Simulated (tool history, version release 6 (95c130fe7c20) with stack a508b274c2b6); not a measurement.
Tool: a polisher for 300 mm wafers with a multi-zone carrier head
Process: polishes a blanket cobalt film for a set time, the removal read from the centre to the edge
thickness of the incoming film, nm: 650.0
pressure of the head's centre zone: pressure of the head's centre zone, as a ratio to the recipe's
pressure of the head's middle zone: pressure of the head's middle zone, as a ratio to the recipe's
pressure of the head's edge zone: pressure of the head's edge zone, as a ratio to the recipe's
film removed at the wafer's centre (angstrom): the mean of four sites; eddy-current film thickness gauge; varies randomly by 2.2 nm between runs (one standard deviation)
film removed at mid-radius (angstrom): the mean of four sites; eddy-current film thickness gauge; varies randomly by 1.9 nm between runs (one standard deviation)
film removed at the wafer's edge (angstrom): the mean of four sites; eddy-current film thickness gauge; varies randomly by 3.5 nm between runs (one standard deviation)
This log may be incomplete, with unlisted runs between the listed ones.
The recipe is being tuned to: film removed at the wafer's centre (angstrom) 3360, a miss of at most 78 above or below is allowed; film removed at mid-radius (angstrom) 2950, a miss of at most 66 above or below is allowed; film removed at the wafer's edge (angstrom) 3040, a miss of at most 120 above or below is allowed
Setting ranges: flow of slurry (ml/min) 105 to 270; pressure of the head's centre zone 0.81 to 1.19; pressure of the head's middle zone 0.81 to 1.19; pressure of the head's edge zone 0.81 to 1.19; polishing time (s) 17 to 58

| run | hour | flow of slurry (ml/min) | pressure of the head's centre zone | pressure of the head's middle zone | pressure of the head's edge zone | polishing time (s) | film removed at the wafer's centre (angstrom) | film removed at mid-radius (angstrom) | film removed at the wafer's edge (angstrom) |
|---|---|---|---|---|---|---|---|---|---|
| 1 | 0 | 175 | 1 | 1 | 1 | 37 | 1907.3 | 1979 | 2030.1 |
| 2 | 7.1 | 175 | 1 | 1 | 1 | 34 | 1715.6 | 1792.6 | 1836.8 |
| 3 | 9.4 | 195 | 1.06 | 1.02 | 1.04 | 38 | 2087 | 2096.3 | 2189.2 |
| 4 | 13.1 | 195 | 1.12 | 1.02 | 1.04 | 38 | 2183.6 | 2091 | 2178.3 |
| 5 | 20.7 | 195 | 1.12 | 0.96 | 1.04 | 38 | 2179.8 | 2006.5 | 2179.2 |
| 6 | 22.1 | 195 | 1.12 | 0.96 | 1.04 | 34 | 1960.4 | 1763.7 | 1954 |
| 7 | 26.9 | 245 | 1.19 | 0.97 | 1.04 | 44 | 2807.7 | 2413.1 | 2581.3 |
| 8 | 29.7 | 245 | 1.19 | 0.97 | 1.04 | 44 | 2806.5 | 2439.4 | 2589.4 |
| 9 | 33.9 | 250 | 1.19 | 0.97 | 1.03 | 46 | 2970.2 | 2547.2 | 2716.9 |
| 10 | 36.7 | 255 | 1.19 | 0.98 | 1.03 | 47 | 3005.7 | 2590.8 | 2794.5 |
| 11 | 43.9 | 260 | 1.19 | 0.99 | 1 | 49 | 3158 | 2766.4 | 2893.9 |
| 12 | 51.2 | 265 | 1.19 | 0.99 | 0.99 | 50 | 3213.3 | 2807.2 | 2913.7 |

Which single option among these 5 for the next run brings every result within its allowed miss of target? Just one does.
| A | 58.5 | 270 | 1.15 | 1.06 | 0.95 | 50 | ? | ? | ? |
| B | 58.5 | 250 | 1.19 | 1 | 1.01 | 52 | ? | ? | ? |
| C | 58.5 | 265 | 1.14 | 0.83 | 1.15 | 53 | ? | ? | ? |
| D | 58.5 | 230 | 1.1 | 0.91 | 0.97 | 53 | ? | ? | ? |
| E | 58.5 | 240 | 1.1 | 1.13 | 1 | 50 | ? | ? | ? |

| move | film removed at the wafer's centre (angstrom) | film removed at mid-radius (angstrom) | film removed at the wafer's edge (angstrom) |
|---|---|---|---|
| A | 3141.4 | 3000 | 2847.2 |
| B | 3321.2 | 2933.5 | 3024.9 |
| C | 3288.6 | 2584.4 | 3319.9 |
| D | 3107.2 | 2725.6 | 2996.7 |
| E | 2959.9 | 3110.7 | 2875.4 |
A: corrects the largest miss of the last run, while another result sits out of spec
B: every result within its allowed miss
C: lands further from the targets than the last run did
D: lands further from the targets than the last run did
E: takes the result that was furthest off past its target
The right move is B.

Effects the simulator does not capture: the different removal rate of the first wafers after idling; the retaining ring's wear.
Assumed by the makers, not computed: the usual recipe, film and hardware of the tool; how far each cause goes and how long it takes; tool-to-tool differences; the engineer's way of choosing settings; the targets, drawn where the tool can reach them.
